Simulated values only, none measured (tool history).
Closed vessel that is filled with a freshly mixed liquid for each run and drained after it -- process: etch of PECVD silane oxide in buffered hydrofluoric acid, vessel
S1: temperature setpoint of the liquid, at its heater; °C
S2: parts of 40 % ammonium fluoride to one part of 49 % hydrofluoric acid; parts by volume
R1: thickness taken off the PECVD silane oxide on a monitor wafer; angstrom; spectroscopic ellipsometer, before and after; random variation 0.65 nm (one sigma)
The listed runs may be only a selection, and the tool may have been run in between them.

run 1 day=0.000 | S1=22.0 S2=23.0 time_in_the_liquid_(s)=95 | R1=933.64
run 2 day=0.183 | S1=22.0 S2=28.5 time_in_the_liquid_(s)=95 | R1=801.24
run 3 day=0.362 | S1=24.0 S2=28.5 time_in_the_liquid_(s)=95 | R1=902.73
run 4 day=0.454 | S1=24.0 S2=30.0 time_in_the_liquid_(s)=95 | R1=870.71
run 5 day=0.546 | S1=24.0 S2=30.0 time_in_the_liquid_(s)=95 | R1=866.46
run 6 day=0.908 | S1=24.0 S2=30.0 time_in_the_liquid_(s)=95 | R1=860.84
run 7 day=1.012 | S1=24.5 S2=30.0 time_in_the_liquid_(s)=95 | R1=889.58

Expected results for the next run?
run 8 day=1.175 | S1=25.0 S2=30.0 time_in_the_liquid_(s)=95 | R1=?

{"run 8": {"R1": 923.74}}
